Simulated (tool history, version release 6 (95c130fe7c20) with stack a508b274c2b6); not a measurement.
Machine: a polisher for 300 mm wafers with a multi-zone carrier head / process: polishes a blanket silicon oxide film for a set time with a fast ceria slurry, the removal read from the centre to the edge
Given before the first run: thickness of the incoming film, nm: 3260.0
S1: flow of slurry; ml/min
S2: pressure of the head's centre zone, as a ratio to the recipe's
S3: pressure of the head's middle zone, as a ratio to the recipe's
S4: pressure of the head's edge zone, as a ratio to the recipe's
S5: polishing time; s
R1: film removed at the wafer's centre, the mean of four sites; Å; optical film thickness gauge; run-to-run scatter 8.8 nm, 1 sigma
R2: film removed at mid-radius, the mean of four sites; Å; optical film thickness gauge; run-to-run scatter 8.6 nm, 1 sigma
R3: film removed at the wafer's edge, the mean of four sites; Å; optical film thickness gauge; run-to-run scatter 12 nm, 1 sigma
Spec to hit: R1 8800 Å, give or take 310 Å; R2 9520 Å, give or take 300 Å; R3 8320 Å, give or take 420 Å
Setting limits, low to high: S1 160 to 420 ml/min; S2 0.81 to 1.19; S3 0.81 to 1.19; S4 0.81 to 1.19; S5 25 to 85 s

run,hour,S1,S2,S3,S4,S5,R1,R2,R3
1,0,270,1,1,1,55,6626.1,6585.7,6777.9
2,6.7,270,1.04,1,1,55,6932.6,6559,6682.7
3,11.9,270,1.04,0.96,1,55,6906,6374.9,6686.7
4,17.6,285,1.04,1.04,0.99,59,7467.8,7435.8,7075.3
5,18.2,290,1.05,1.08,1.03,61,7898.2,7959.1,7482.7
6,19.4,300,1.05,1.11,1.05,63,7950.8,8316.4,7873.8
7,25,305,1.06,1.13,1.05,64,8297.2,8626.6,8162.8
8,30.1,310,1.06,1.15,1.03,65,8690.4,8990.9,8259.5
9,31.1,310,1.05,1.16,1.01,65,8468,8985.1,7856.4
10,35,315,1.05,1.17,1.02,66,8551.4,9257.4,7994.5

Which one of the following 5 next-run settings gets every result inside its allowed miss? There is exactly one.
A,38.9,285,0.97,1.19,0.96,70,?,?,?
B,38.9,350,1,1.19,0.87,65,?,?,?
C,38.9,310,1.03,1.17,1,64,?,?,?
D,38.9,310,1.02,1.15,0.94,70,?,?,?
E,38.9,290,1.07,1.14,0.99,64,?,?,?

move,R1,R2,R3
A,8276.2,9735.2,8348.2
B,8105.6,9225.5,7637.6
C,8117.4,8850,7789.8
D,8790.4,9541.4,8353.7
E,8368,8596.6,7725.5
A: puts the biggest miss on target and leaves a different result outside tolerance
B: puts the biggest miss on target and leaves a different result outside tolerance
C: the biggest miss grows against the last run
D: all results in spec
E: the biggest miss grows against the last run
Correct choice: D, which meets every target
